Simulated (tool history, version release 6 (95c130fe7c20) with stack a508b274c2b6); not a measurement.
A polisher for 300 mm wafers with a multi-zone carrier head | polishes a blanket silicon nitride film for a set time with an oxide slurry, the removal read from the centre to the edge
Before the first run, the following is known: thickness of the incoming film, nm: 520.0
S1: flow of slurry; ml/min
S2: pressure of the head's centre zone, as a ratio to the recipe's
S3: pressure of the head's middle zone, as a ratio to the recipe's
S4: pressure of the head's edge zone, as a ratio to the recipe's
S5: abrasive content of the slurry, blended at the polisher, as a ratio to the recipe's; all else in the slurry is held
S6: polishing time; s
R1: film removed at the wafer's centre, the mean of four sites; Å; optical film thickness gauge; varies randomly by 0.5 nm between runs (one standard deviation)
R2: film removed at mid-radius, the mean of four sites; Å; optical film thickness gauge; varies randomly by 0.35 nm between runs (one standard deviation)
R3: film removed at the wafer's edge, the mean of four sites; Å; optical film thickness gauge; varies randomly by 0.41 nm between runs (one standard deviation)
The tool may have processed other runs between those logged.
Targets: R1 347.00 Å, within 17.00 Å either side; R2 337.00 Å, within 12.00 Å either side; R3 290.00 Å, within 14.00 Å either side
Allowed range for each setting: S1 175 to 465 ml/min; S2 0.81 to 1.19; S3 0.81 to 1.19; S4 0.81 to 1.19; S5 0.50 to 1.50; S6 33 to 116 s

run 1 hour=0.0 | S1=295 S2=1.00 S3=1.00 S4=1.00 S5=1.00 S6=74 | R1=440.84 R2=434.04 R3=418.04
run 2 hour=6.2 | S1=295 S2=1.00 S3=1.00 S4=1.00 S5=0.90 S6=74 | R1=411.33 R2=400.65 R3=384.05
run 3 hour=10.8 | S1=295 S2=1.00 S3=1.00 S4=1.00 S5=0.90 S6=67 | R1=370.07 R2=367.81 R3=363.30
run 4 hour=18.1 | S1=290 S2=1.02 S3=1.02 S4=0.95 S5=0.80 S6=67 | R1=351.80 R2=346.81 R3=316.73
run 5 hour=22.3 | S1=290 S2=1.02 S3=1.02 S4=1.01 S5=0.80 S6=67 | R1=351.95 R2=341.72 R3=331.89
run 6 hour=29.4 | S1=350 S2=1.02 S3=1.02 S4=1.01 S5=0.80 S6=67 | R1=355.46 R2=347.90 R3=332.17
run 7 hour=34.2 | S1=355 S2=1.03 S3=1.03 S4=0.98 S5=0.75 S6=67 | R1=344.56 R2=338.30 R3=308.61
run 8 hour=40.6 | S1=360 S2=1.04 S3=1.04 S4=0.97 S5=0.75 S6=67 | R1=351.55 R2=337.72 R3=309.97
run 9 hour=47.2 | S1=360 S2=1.04 S3=1.05 S4=0.95 S5=0.75 S6=67 | R1=353.09 R2=338.85 R3=306.91
run 10 hour=52.5 | S1=360 S2=1.04 S3=1.06 S4=0.93 S5=0.75 S6=67 | R1=349.41 R2=348.45 R3=298.43
run 11 hour=53.9 | S1=355 S2=1.05 S3=1.03 S4=0.91 S5=0.70 S6=67 | R1=331.24 R2=322.02 R3=283.43
run 12 hour=60.8 | S1=355 S2=1.05 S3=1.04 S4=0.91 S5=0.70 S6=67 | R1=329.40 R2=321.87 R3=284.84
run 13 hour=68.1 | S1=370 S2=1.09 S3=1.08 S4=0.91 S5=0.75 S6=67 | R1=362.34 R2=344.03 R3=298.82

Next run, 4 choices. One meets every target within its allowed miss, the rest don't. Which?
run A hour=75.4 | S1=350 S2=1.19 S3=1.05 S4=0.96 S5=0.85 S6=59 | R1=? R2=? R3=?
run B hour=75.4 | S1=310 S2=1.18 S3=1.11 S4=0.86 S5=0.85 S6=60 | R1=? R2=? R3=?
run C hour=75.4 | S1=455 S2=1.14 S3=1.05 S4=0.95 S5=0.65 S6=74 | R1=? R2=? R3=?
run D hour=75.4 | S1=320 S2=1.11 S3=1.13 S4=0.95 S5=0.65 S6=70 | R1=? R2=? R3=?

move=A R1=376.19 R2=323.91 R3=292.47
move=B R1=376.55 R2=343.04 R3=280.97
move=C R1=377.00 R2=338.55 R3=303.10
move=D R1=339.95 R2=334.42 R3=282.10
A: its largest miss is bigger than the last run's
B: its largest miss is bigger than the last run's
C: its largest miss is bigger than the last run's
D: meets every target
Go with D: it meets all targets.
